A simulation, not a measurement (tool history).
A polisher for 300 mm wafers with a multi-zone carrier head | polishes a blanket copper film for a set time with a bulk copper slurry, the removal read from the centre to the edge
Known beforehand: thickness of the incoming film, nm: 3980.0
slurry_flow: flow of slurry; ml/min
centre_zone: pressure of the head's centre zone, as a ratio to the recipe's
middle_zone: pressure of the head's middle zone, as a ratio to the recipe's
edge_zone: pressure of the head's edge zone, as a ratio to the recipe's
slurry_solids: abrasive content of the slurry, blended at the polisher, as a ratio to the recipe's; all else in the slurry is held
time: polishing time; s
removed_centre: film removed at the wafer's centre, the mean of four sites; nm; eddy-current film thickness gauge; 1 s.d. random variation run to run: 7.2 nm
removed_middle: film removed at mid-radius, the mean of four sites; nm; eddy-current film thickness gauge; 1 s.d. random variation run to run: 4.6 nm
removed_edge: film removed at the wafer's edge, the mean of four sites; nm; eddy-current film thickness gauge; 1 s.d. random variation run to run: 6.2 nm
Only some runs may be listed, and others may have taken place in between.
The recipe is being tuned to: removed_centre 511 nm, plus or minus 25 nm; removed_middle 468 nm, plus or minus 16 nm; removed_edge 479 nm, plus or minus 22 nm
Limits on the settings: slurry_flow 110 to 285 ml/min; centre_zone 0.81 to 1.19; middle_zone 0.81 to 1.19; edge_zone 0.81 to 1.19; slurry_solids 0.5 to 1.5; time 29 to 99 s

run  hour  slurry_flow  centre_zone  middle_zone  edge_zone  slurry_solids  time  removed_centre  removed_middle  removed_edge
  1     0          180            1            1          1              1    64          656.49          701.43        692.34
  2   4.1          180            1            1          1              1    78          801.47           852.7         852.8
  3   8.1          135            1            1          1              1    78          761.79          814.46        801.15
  4  16.9          125         1.02         0.96       0.97           0.85    70           676.5          669.95        694.87
  5  25.5          125         1.02         0.96       0.97           0.85    77          725.12          720.68        777.43
  6  29.4          125         1.07         0.96       0.97           0.85    77          770.14          734.49        745.72
  7  37.6          120         1.08         0.96       0.96           0.75    68          667.05          626.86        651.44
  8  43.8          120         1.08         0.96       0.96           0.75    68          671.21           629.4        649.83
  9  44.8          120         1.09         0.96       0.95            0.7    62          602.64          564.58         573.4
 10  53.2          120         1.09         0.95       0.93           0.65    59          567.43          525.66        533.41
 11  57.9          120         1.08         0.94       0.91            0.6    58           543.7          502.32        513.64

Below are 5 possible settings for the next run. Only one of them brings all results inside the allowed miss of their targets. Which is it?
  A  62.6          145          1.1         0.96       0.93            0.7    57               ?               ?             ?
  B  62.6          125         1.08         0.99       0.86           0.55    56               ?               ?             ?
  C  62.6          125         1.05         1.11       0.87            0.7    57               ?               ?             ?
  D  62.6          120          1.1         0.96       0.95            0.6    53               ?               ?             ?
  E  62.6          140         1.04         0.84       0.87           0.55    60               ?               ?             ?

move  removed_centre  removed_middle  removed_edge
   A          585.94          534.27        536.42
   B          519.83          497.16        476.01
   C           544.1          589.64        513.41
   D          506.96           464.3        474.23
   E          547.45          473.76        520.19
A: the biggest miss grows against the last run
B: nearer than the last run, and not there yet
C: the biggest miss grows against the last run
D: all results land within tolerance of their targets
E: corrects the largest miss of the last run, while another result sits out of spec
So the answer is move D, the one that meets all the targets.
